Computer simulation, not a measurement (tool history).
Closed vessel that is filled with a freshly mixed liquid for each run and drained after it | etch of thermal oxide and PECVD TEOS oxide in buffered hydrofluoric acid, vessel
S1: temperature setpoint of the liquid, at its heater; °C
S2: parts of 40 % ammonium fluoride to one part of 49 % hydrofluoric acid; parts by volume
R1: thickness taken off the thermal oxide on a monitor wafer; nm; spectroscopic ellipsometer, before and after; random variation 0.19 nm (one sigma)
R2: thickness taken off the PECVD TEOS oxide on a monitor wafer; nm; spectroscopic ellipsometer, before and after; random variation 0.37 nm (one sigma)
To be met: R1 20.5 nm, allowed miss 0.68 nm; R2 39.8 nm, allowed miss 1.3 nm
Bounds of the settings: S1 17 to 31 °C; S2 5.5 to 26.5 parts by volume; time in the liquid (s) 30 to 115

run 1 day=0 | S1=23 S2=16 time_in_the_liquid_(s)=60 | R1=39.864 R2=77.165
run 2 day=0.192 | S1=21.5 S2=17.5 time_in_the_liquid_(s)=60 | R1=33.671 R2=64.142
run 3 day=0.467 | S1=19.5 S2=17.5 time_in_the_liquid_(s)=60 | R1=29.575 R2=58.514
run 4 day=0.554 | S1=21 S2=17.5 time_in_the_liquid_(s)=60 | R1=32.641 R2=63.173
run 5 day=0.808 | S1=20 S2=18.5 time_in_the_liquid_(s)=60 | R1=28.939 R2=56.944
run 6 day=0.988 | S1=19.5 S2=19.5 time_in_the_liquid_(s)=60 | R1=26.428 R2=51.798
run 7 day=1.2 | S1=19 S2=20 time_in_the_liquid_(s)=60 | R1=25.283 R2=48.578
run 8 day=1.262 | S1=17.5 S2=22 time_in_the_liquid_(s)=60 | R1=22.142 R2=41.891
run 9 day=1.433 | S1=17 S2=22 time_in_the_liquid_(s)=60 | R1=21.374 R2=41.517

Which of these 5 next moves meets every target?
run A day=1.604 | S1=20 S2=19.5 time_in_the_liquid_(s)=50 | R1=? R2=?
run B day=1.604 | S1=18.5 S2=20.5 time_in_the_liquid_(s)=50 | R1=? R2=?
run C day=1.604 | S1=18 S2=22 time_in_the_liquid_(s)=60 | R1=? R2=?
run D day=1.604 | S1=19.5 S2=19.5 time_in_the_liquid_(s)=50 | R1=? R2=?
run E day=1.604 | S1=17 S2=19 time_in_the_liquid_(s)=55 | R1=? R2=?

move=A R1=23.394 R2=44.81
move=B R1=20.61 R2=39.477
move=C R1=22.895 R2=43.854
move=D R1=22.746 R2=43.568
move=E R1=22.273 R2=42.663
A: further off than the last run
B: meets every target
C: further off than the last run
D: further off than the last run
E: further off than the last run
Move B is the one to make.

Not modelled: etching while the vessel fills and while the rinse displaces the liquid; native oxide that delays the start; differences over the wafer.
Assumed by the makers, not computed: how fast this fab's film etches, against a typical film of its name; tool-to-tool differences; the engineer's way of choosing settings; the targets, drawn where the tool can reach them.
